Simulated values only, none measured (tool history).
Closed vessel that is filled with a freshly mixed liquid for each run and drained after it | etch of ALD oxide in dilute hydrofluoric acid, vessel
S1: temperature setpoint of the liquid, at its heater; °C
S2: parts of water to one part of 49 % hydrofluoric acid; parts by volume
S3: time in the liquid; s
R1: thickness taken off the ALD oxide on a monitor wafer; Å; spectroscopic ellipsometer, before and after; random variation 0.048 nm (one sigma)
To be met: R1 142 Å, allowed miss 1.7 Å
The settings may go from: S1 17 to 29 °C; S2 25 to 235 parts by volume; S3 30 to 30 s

run 1 hour=0 | S1=21 S2=130 S3=30 | R1=58.929
run 2 hour=8.3 | S1=21 S2=115 S3=30 | R1=67.889
run 3 hour=9 | S1=21 S2=80 S3=30 | R1=102
run 4 hour=10.7 | S1=21 S2=80 S3=30 | R1=102.61
run 5 hour=13.8 | S1=21 S2=120 S3=30 | R1=64.957
-- hour=19.8 hydrofluoric acid flow meter replaced
run 6 hour=19.8 | S1=23.5 S2=105 S3=30 | R1=96.43
run 7 hour=20.9 | S1=25 S2=105 S3=30 | R1=102.1
run 8 hour=28.6 | S1=26.5 S2=105 S3=30 | R1=108.54
run 9 hour=32.8 | S1=29 S2=80 S3=30 | R1=160.8
run 10 hour=34.3 | S1=28.5 S2=80 S3=30 | R1=158.21
run 11 hour=37.2 | S1=28 S2=80 S3=30 | R1=155.95
run 12 hour=44.3 | S1=28 S2=80 S3=30 | R1=155.78

Which of these 4 next moves meets every target?
run A hour=51.4 | S1=29 S2=90 S3=30 | R1=?
run B hour=51.4 | S1=27 S2=70 S3=30 | R1=?
run C hour=51.4 | S1=26 S2=65 S3=30 | R1=?
run D hour=51.4 | S1=28 S2=75 S3=30 | R1=?

move=A R1=141.32
move=B R1=172.88
move=C R1=180.15
move=D R1=166.64
A: meets every target
B: further off than the last run
C: further off than the last run
D: further off than the last run
The right move is A.
